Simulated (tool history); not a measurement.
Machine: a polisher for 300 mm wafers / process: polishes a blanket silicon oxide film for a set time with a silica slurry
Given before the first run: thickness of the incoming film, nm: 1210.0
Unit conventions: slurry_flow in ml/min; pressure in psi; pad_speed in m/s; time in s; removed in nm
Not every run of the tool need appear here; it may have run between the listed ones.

Run 1, hour 0: slurry_flow 195 ml/min, pressure 5.2 psi, pad_speed 1.54 m/s, slurry_solids 1, time 107 s. Result: removed 534.72 nm.
Run 2, hour 7.6: slurry_flow 195 ml/min, pressure 5.5 psi, pad_speed 1.54 m/s, slurry_solids 1, time 107 s. Result: removed 569.75 nm.
Run 3, hour 11.9: slurry_flow 195 ml/min, pressure 5.7 psi, pad_speed 1.54 m/s, slurry_solids 1, time 107 s. Result: removed 592.72 nm.
Run 4, hour 14.7: slurry_flow 195 ml/min, pressure 5.9 psi, pad_speed 1.54 m/s, slurry_solids 1, time 107 s. Result: removed 590.56 nm.
Run 5, hour 21.7: slurry_flow 195 ml/min, pressure 5.9 psi, pad_speed 1.54 m/s, slurry_solids 1, time 107 s. Result: removed 597.35 nm.
Run 6, hour 27.2: slurry_flow 195 ml/min, pressure 6.2 psi, pad_speed 1.56 m/s, slurry_solids 1, time 107 s. Result: removed 628.27 nm.
Run 7, hour 29.9: slurry_flow 195 ml/min, pressure 6.4 psi, pad_speed 1.58 m/s, slurry_solids 1, time 107 s. Result: removed 644.3 nm.

Run 8, settings as shown, results not yet in. Your forecast:
Run 8, hour 37.4: slurry_flow 195 ml/min, pressure 6.6 psi, pad_speed 1.6 m/s, slurry_solids 1, time 107 s. Result: removed ?.

Logged for run 8: removed 678.2 nm.
